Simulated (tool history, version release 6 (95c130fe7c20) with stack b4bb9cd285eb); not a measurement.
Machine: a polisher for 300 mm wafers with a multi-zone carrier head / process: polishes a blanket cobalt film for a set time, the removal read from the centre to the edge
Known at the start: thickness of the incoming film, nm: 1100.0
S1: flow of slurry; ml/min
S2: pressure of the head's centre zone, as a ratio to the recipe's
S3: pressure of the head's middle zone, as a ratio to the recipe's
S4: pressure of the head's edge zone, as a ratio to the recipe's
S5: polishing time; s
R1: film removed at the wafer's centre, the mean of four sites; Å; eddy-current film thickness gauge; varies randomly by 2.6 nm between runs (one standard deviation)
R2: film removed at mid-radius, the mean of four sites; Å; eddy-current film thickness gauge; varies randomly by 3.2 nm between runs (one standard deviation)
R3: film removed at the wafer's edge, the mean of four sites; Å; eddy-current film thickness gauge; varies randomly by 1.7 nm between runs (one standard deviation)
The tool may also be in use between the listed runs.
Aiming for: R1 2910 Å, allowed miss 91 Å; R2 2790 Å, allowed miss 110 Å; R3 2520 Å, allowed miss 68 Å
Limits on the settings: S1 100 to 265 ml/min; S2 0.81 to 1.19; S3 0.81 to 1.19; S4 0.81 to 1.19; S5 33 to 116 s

Run 1, hour 0: S1 170 ml/min, S2 1, S3 1, S4 1, S5 74 s. Result: R1 3996.5 Å, R2 4044.9 Å, R3 4017.1 Å.
Run 2, hour 6.8: S1 170 ml/min, S2 1.01, S3 1, S4 0.97, S5 69 s. Result: R1 3754.7 Å, R2 3818.8 Å, R3 3680.7 Å.
Run 3, hour 10.7: S1 170 ml/min, S2 1.02, S3 0.99, S4 0.95, S5 65 s. Result: R1 3553.1 Å, R2 3529.4 Å, R3 3378.1 Å.
Run 4, hour 17: S1 205 ml/min, S2 1.02, S3 0.99, S4 0.95, S5 65 s. Result: R1 3628.9 Å, R2 3564.6 Å, R3 3490.8 Å.
Run 5, hour 23.8: S1 225 ml/min, S2 1.02, S3 0.99, S4 0.95, S5 65 s. Result: R1 3692 Å, R2 3649.3 Å, R3 3462.5 Å.
Run 6, hour 24.4: S1 230 ml/min, S2 1.02, S3 0.99, S4 0.93, S5 62 s. Result: R1 3529.5 Å, R2 3529.3 Å, R3 3344.6 Å.
At hour 31.5: worn pad replaced by a new one.
Run 7, hour 31.5: S1 225 ml/min, S2 1.03, S3 0.99, S4 0.91, S5 59 s. Result: R1 3652.4 Å, R2 3570 Å, R3 3402 Å.
Run 8, hour 38.5: S1 265 ml/min, S2 1.13, S3 1.09, S4 1.01, S5 38 s. Result: R1 2651.8 Å, R2 2558.6 Å, R3 2293.8 Å.
Run 9, hour 43.4: S1 265 ml/min, S2 1.13, S3 1.09, S4 1.01, S5 39 s. Result: R1 2714.5 Å, R2 2623.2 Å, R3 2326 Å.
Run 10, hour 45.6: S1 265 ml/min, S2 1.13, S3 1.09, S4 1.01, S5 40 s. Result: R1 2721.1 Å, R2 2620.7 Å, R3 2388.5 Å.
Run 11, hour 53.6: S1 265 ml/min, S2 1.13, S3 1.09, S4 1.01, S5 41 s. Result: R1 2816.1 Å, R2 2767 Å, R3 2429.6 Å.

Which of these 5 next moves meets every target?
Run A, hour 61.6: S1 260 ml/min, S2 1.1, S3 0.97, S4 1.01, S5 44 s. Result: R1 ?, R2 ?, R3 ?.
Run B, hour 61.6: S1 235 ml/min, S2 1.12, S3 1.16, S4 0.97, S5 41 s. Result: R1 ?, R2 ?, R3 ?.
Run C, hour 61.6: S1 260 ml/min, S2 1.11, S3 1.06, S4 0.95, S5 43 s. Result: R1 ?, R2 ?, R3 ?.
Run D, hour 61.6: S1 265 ml/min, S2 1.19, S3 1.16, S4 0.95, S5 40 s. Result: R1 ?, R2 ?, R3 ?.
Run E, hour 61.6: S1 255 ml/min, S2 1.17, S3 0.89, S4 1.09, S5 44 s. Result: R1 ?, R2 ?, R3 ?.

move      R1      R2      R3
   A  2956.7  2609.8  2660.9
   B    2777  2802.7  2416.5
   C  2917.8  2749.4  2537.6
   D  2919.4  2767.1  2360.7
   E  3137.6  2423.1  2741.3
A: moves the result that the last run missed by most past its target, out the other side
B: the biggest miss grows against the last run
C: every result lands within tolerance
D: the biggest miss grows against the last run
E: moves the result that the last run missed by most past its target, out the other side
The move that meets every target is C.
